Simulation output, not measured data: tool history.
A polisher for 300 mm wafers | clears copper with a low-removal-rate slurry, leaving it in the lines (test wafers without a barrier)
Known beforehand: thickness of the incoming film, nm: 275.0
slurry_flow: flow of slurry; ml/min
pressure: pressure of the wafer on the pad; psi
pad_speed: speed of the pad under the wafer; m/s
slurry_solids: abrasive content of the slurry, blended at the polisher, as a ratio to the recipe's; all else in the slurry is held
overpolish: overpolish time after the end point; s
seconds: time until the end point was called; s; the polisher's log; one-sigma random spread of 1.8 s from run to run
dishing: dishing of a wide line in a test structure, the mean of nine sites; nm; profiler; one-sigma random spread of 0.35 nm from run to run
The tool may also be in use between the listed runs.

{"run": 1, "hour": 0.0, "slurry_flow": 285, "pressure": 3, "pad_speed": 1.08, "slurry_solids": 1, "overpolish": 25, "seconds": 83.584, "dishing": 47.136}
{"run": 2, "hour": 6.4, "slurry_flow": 285, "pressure": 2.4, "pad_speed": 1.08, "slurry_solids": 1, "overpolish": 25, "seconds": 105.09, "dishing": 39.681}
{"run": 3, "hour": 14.9, "slurry_flow": 285, "pressure": 2.4, "pad_speed": 0.96, "slurry_solids": 1, "overpolish": 25, "seconds": 116.76, "dishing": 36.855}
{"run": 4, "hour": 16.2, "slurry_flow": 285, "pressure": 2.4, "pad_speed": 0.96, "slurry_solids": 1, "overpolish": 22, "seconds": 120.09, "dishing": 33.127}
{"run": 5, "hour": 24.1, "slurry_flow": 285, "pressure": 2.5, "pad_speed": 0.96, "slurry_solids": 1, "overpolish": 19, "seconds": 108.84, "dishing": 29.619}
{"run": 6, "hour": 27.4, "slurry_flow": 285, "pressure": 2.5, "pad_speed": 1.2, "slurry_solids": 1, "overpolish": 19, "seconds": 89.861, "dishing": 35.797}

Run 7 has not been measured yet. What should we expect?
{"run": 7, "hour": 29.9, "slurry_flow": 285, "pressure": 2.4, "pad_speed": 1.2, "slurry_solids": 1, "overpolish": 18, "seconds": "?", "dishing": "?"}

seconds: 94.974 s
dishing: 33.019 nm

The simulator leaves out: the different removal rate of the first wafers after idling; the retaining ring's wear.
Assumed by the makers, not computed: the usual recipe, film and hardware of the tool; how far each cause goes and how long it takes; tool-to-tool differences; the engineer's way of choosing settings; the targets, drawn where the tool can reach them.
